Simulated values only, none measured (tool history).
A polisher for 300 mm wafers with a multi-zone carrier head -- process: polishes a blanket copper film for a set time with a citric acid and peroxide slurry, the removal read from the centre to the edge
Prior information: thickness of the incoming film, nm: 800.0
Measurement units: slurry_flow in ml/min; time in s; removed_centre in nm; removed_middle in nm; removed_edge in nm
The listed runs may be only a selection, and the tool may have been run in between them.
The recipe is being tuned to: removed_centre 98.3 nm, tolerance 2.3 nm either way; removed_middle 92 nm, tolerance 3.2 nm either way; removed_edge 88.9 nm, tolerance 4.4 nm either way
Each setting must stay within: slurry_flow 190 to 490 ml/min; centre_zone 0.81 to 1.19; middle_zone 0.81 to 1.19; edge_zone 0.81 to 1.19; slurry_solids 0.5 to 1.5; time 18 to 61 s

| run | day | slurry_flow | centre_zone | middle_zone | edge_zone | slurry_solids | time | removed_centre | removed_middle | removed_edge |
|---|---|---|---|---|---|---|---|---|---|---|
| 1 | 0 | 315 | 1 | 1 | 1 | 1 | 39 | 115.76 | 118.1 | 115.1 |
| 2 | 0.196 | 315 | 1 | 1 | 1 | 1.1 | 39 | 120.03 | 123.59 | 117.62 |
| 3 | 0.55 | 320 | 1.01 | 0.99 | 0.96 | 1 | 38 | 114.16 | 116.81 | 110.25 |
| 4 | 0.6 | 320 | 1.01 | 0.99 | 1.02 | 1 | 38 | 115.85 | 115.63 | 115.15 |
| 5 | 0.838 | 320 | 1.05 | 0.99 | 1.02 | 1 | 38 | 118.57 | 115.58 | 114.58 |
| 6 | 1.104 | 315 | 1.05 | 0.97 | 0.98 | 0.9 | 37 | 113.49 | 109.14 | 107.79 |
| 7 | 1.192 | 315 | 1.05 | 0.97 | 0.98 | 0.9 | 37 | 112.97 | 107.03 | 107.52 |
| 8 | 1.283 | 315 | 1.05 | 0.96 | 0.94 | 0.85 | 37 | 112.18 | 107.91 | 103.62 |
| 9 | 1.596 | 310 | 1.04 | 0.93 | 0.91 | 0.8 | 37 | 110.12 | 102.1 | 99.204 |
| 10 | 1.933 | 300 | 1.02 | 0.92 | 0.89 | 0.8 | 37 | 107.66 | 103.3 | 99.621 |
| 11 | 2.029 | 305 | 1.02 | 0.91 | 0.88 | 0.75 | 37 | 104.83 | 102.09 | 97.018 |
| 12 | 2.212 | 305 | 1.02 | 0.89 | 0.87 | 0.7 | 37 | 103.9 | 100.75 | 93.408 |
| 13 | 2.379 | 295 | 1.02 | 0.87 | 0.87 | 0.7 | 37 | 104.72 | 96.615 | 94.647 |
| 14 | 2.408 | 280 | 0.99 | 0.86 | 0.81 | 0.55 | 37 | 95.753 | 92.366 | 85.574 |

4 next moves are on the table. One of them brings every result within its allowed miss. Which?
| A | 2.438 | 305 | 1.08 | 1.04 | 0.81 | 0.5 | 34 | ? | ? | ? |
| B | 2.438 | 300 | 1.05 | 1.13 | 0.81 | 0.5 | 34 | ? | ? | ? |
| C | 2.438 | 235 | 1.02 | 0.86 | 0.82 | 0.65 | 37 | ? | ? | ? |
| D | 2.438 | 365 | 0.97 | 0.94 | 0.81 | 0.5 | 36 | ? | ? | ? |

| move | removed_centre | removed_middle | removed_edge |
|---|---|---|---|
| A | 95.787 | 93.166 | 79.01 |
| B | 92.964 | 97.51 | 78.843 |
| C | 99.779 | 93.302 | 88.87 |
| D | 92.707 | 95.019 | 84.833 |
A: the biggest miss grows against the last run
B: the biggest miss grows against the last run
C: all results in spec
D: the biggest miss grows against the last run
Move C is the one to make.

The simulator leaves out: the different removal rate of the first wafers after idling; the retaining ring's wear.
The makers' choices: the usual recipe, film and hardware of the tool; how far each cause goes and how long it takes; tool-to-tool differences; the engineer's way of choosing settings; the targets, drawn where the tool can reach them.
